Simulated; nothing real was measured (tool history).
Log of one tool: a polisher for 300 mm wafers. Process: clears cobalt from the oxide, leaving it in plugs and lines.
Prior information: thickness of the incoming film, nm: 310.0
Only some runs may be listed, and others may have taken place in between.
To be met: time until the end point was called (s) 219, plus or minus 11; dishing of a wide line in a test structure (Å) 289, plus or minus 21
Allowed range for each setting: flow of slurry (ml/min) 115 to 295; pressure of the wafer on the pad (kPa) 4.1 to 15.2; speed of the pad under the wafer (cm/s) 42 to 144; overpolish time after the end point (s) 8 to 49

run    day  flow of slurry (ml/min)  pressure of the wafer on the pad (kPa)  speed of the pad under the wafer (cm/s)  overpolish time after the end point (s)  time until the end point was called (s)  dishing of a wide line in a test structure (Å)
  1      0                      190                                     9.7                                       92                                       25                                    114.9                                          351.17
  2  0.075                      160                                     9.7                                       92                                       25                                   117.37                                          358.66
  3  0.321                      160                                     9.7                                       92                                       34                                   117.46                                          399.57
  4  0.683                      160                                     8.3                                       90                                       33                                   140.03                                          379.71
  5  1.012                      160                                     7.6                                       90                                       31                                   153.07                                          345.89
  6  1.254                      160                                     9.7                                       90                                       31                                   122.87                                          380.85
  7  1.346                      160                                     8.3                                       90                                       30                                   142.51                                          363.62
  8  1.671                      160                                     7.6                                       90                                       28                                   147.58                                          340.97
  9  1.858                      160                                     6.9                                       88                                       28                                   170.61                                          323.17
 10  2.129                      160                                     6.2                                       88                                       28                                   185.04                                          303.31

Next run, 5 choices. One meets every target within its allowed miss, the rest don't. Which?
  A  2.4                      205                                     6.2                                       98                                       39                                        ?                                               ?
  B  2.4                      155                                     4.1                                      100                                       34                                        ?                                               ?
  C  2.4                      155                                     4.1                                      116                                       32                                        ?                                               ?
  D  2.4                      145                                     6.2                                      104                                       31                                        ?                                               ?
  E  2.4                      190                                     6.9                                       84                                       25                                        ?                                               ?

move  time until the end point was called (s)  dishing of a wide line in a test structure (Å)
   A                                   163.51                                          375.28
   B                                   244.16                                          282.93
   C                                   213.83                                          295.14
   D                                   162.37                                          337.07
   E                                   170.77                                          290.28
A: its largest miss is bigger than the last run's
B: pushes the last run's worst result past its target
C: hits every target within its allowed miss
D: its largest miss is bigger than the last run's
E: its largest miss is bigger than the last run's
Answer: C
